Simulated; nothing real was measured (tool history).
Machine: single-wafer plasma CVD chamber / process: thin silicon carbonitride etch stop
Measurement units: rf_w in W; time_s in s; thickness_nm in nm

run 1 day=0.000 | rf_w=165 time_s=22.9 | thickness_nm=11.3770
run 2 day=0.258 | rf_w=185 time_s=22.9 | thickness_nm=11.7880
run 3 day=0.571 | rf_w=195 time_s=22.9 | thickness_nm=11.9710
run 4 day=0.833 | rf_w=210 time_s=22.9 | thickness_nm=12.2930
run 5 day=1.129 | rf_w=210 time_s=26.0 | thickness_nm=13.9040
run 6 day=1.212 | rf_w=220 time_s=26.0 | thickness_nm=14.0510
run 7 day=1.425 | rf_w=200 time_s=22.6 | thickness_nm=11.9590
run 8 day=1.467 | rf_w=185 time_s=20.3 | thickness_nm=10.5010
run 9 day=1.662 | rf_w=175 time_s=19.0 | thickness_nm=9.7219

Predict the results of run 10:
run 10 day=1.771 | rf_w=165 time_s=18.3 | thickness_nm=?

Run 10 produced thickness_nm 9.0985 nm.
